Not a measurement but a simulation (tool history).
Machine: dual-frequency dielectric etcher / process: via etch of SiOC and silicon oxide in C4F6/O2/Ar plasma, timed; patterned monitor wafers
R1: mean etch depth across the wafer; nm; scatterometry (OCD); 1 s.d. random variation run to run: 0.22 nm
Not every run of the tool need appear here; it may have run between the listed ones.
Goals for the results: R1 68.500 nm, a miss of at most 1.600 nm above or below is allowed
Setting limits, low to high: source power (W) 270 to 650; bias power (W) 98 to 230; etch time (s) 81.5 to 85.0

{"run": 1, "day": 0.0, "source power (W)": 460, "bias power (W)": 164, "etch time (s)": 81.5, "R1": 99.066}
{"run": 2, "day": 0.162, "source power (W)": 460, "bias power (W)": 153, "etch time (s)": 81.5, "R1": 95.547}
{"run": 3, "day": 0.429, "source power (W)": 440, "bias power (W)": 146, "etch time (s)": 81.5, "R1": 91.9}
{"run": 4, "day": 0.779, "source power (W)": 390, "bias power (W)": 146, "etch time (s)": 81.5, "R1": 87.549}
{"run": 5, "day": 0.825, "source power (W)": 380, "bias power (W)": 140, "etch time (s)": 81.5, "R1": 84.989}
{"run": 6, "day": 0.95, "source power (W)": 370, "bias power (W)": 135, "etch time (s)": 81.5, "R1": 82.997}
{"run": 7, "day": 1.121, "source power (W)": 360, "bias power (W)": 131, "etch time (s)": 81.5, "R1": 80.353}
{"run": 8, "day": 1.383, "source power (W)": 350, "bias power (W)": 128, "etch time (s)": 81.5, "R1": 78.31}
{"run": 9, "day": 1.625, "source power (W)": 340, "bias power (W)": 126, "etch time (s)": 81.5, "R1": 76.159}
{"run": 10, "day": 1.746, "source power (W)": 330, "bias power (W)": 125, "etch time (s)": 81.5, "R1": 75.133}
{"run": 11, "day": 1.812, "source power (W)": 320, "bias power (W)": 124, "etch time (s)": 81.5, "R1": 74.106}
{"run": 12, "day": 2.133, "source power (W)": 310, "bias power (W)": 123, "etch time (s)": 81.5, "R1": 72.908}
{"run": 13, "day": 2.317, "source power (W)": 310, "bias power (W)": 122, "etch time (s)": 81.5, "R1": 72.297}
{"run": 14, "day": 2.538, "source power (W)": 290, "bias power (W)": 121, "etch time (s)": 81.5, "R1": 70.171}

Which single option among these 4 for the next run brings every result within its allowed miss of target? Just one does.
{"run": "A", "day": 2.758, "source power (W)": 280, "bias power (W)": 123, "etch time (s)": 84.5, "R1": "?"}
{"run": "B", "day": 2.758, "source power (W)": 270, "bias power (W)": 122, "etch time (s)": 85.0, "R1": "?"}
{"run": "C", "day": 2.758, "source power (W)": 300, "bias power (W)": 100, "etch time (s)": 84.0, "R1": "?"}
{"run": "D", "day": 2.758, "source power (W)": 360, "bias power (W)": 98, "etch time (s)": 82.0, "R1": "?"}

move=A R1=73.081
move=B R1=72.142
move=C R1=65.823
move=D R1=68.279
A: moves away from the targets compared with the last run
B: moves away from the targets compared with the last run
C: carries the result that was furthest off beyond its target, to the other side
D: hits every target within its allowed miss
Correct choice: D, which meets every target
